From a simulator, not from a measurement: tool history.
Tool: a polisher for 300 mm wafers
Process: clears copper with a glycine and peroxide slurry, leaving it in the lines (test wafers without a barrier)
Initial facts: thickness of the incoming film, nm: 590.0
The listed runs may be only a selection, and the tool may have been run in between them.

run	day	flow of slurry (ml/min)	pressure of the wafer on the pad (kPa)	speed of the pad under the wafer (m/s)	overpolish time after the end point (s)	time until the end point was called (s)	dishing of a wide line in a test structure (angstrom)
1	0.000	180	22.1	1.28	18	107.28	684.45
2	0.133	180	22.1	1.28	25	107.54	905.86
3	0.246	180	20.0	1.28	24	116.26	802.42
4	0.400	180	18.6	1.28	23	123.32	741.69
5	0.521	205	18.6	1.28	23	121.49	750.72
6	0.875	205	18.6	1.42	23	111.78	804.94
7	0.912	205	17.2	1.42	22	121.89	713.74
8	1.083	205	16.5	1.42	21	124.06	661.39

Predict the results of run 9:
9	1.454	185	12.4	1.42	20	?	?

For run 9 the tool returned time until the end point was called (s) 160.58, dishing of a wide line in a test structure (angstrom) 514.88.

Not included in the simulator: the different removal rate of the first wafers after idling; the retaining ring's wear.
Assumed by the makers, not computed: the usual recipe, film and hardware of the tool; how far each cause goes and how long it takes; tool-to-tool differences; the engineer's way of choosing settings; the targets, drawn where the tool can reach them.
